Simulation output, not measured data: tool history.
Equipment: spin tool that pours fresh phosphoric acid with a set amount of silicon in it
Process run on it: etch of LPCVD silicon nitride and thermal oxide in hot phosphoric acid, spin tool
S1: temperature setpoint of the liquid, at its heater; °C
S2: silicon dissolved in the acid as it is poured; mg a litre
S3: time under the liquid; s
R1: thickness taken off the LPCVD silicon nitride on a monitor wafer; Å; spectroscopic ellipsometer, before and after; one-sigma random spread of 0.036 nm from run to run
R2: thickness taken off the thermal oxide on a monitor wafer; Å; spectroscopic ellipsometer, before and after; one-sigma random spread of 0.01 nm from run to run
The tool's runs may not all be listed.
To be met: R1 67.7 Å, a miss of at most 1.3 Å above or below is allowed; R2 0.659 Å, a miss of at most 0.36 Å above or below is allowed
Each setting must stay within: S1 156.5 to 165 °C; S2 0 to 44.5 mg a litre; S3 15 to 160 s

run	hour	S1	S2	S3	R1	R2
1	0	160	19.5	80	86.924	1.2795
2	5.4	159	21.5	75	78.773	1.0302
3	9.7	159	21.5	105	110.22	1.8247
4	16.6	158.5	23.5	95	99.067	0.95479
5	21	158	21.5	90	92.023	1.0581
# hour 24.9: dissolved silicon flow meter replaced
6	24.9	158	21	85	86.154	1.238
7	28.7	157.5	22.5	80	80.576	1.0916
8	32.6	157.5	24.5	75	74.441	0.91658
9	35.6	157.5	26	75	74.892	1.005
10	37.3	157.5	29.5	75	75.408	0.67121

Exercise: of the 5 proposed moves below, exactly one satisfies all targets within the stated allowed misses. Which move is it?
A	39	156.5	31.5	85	?	?
B	39	159	37	60	?	?
C	39	156.5	31.5	70	?	?
D	39	157	34	80	?	?
E	39	157.5	30	85	?	?

move	R1	R2
A	82.766	0.65232
B	63.596	0.4253
C	68.16	0.53721
D	79.236	0.56966
E	85.633	0.74811
A: the biggest miss grows against the last run
B: takes the result that was furthest off past its target
C: every result within its allowed miss
D: the biggest miss grows against the last run
E: the biggest miss grows against the last run
C meets every target.
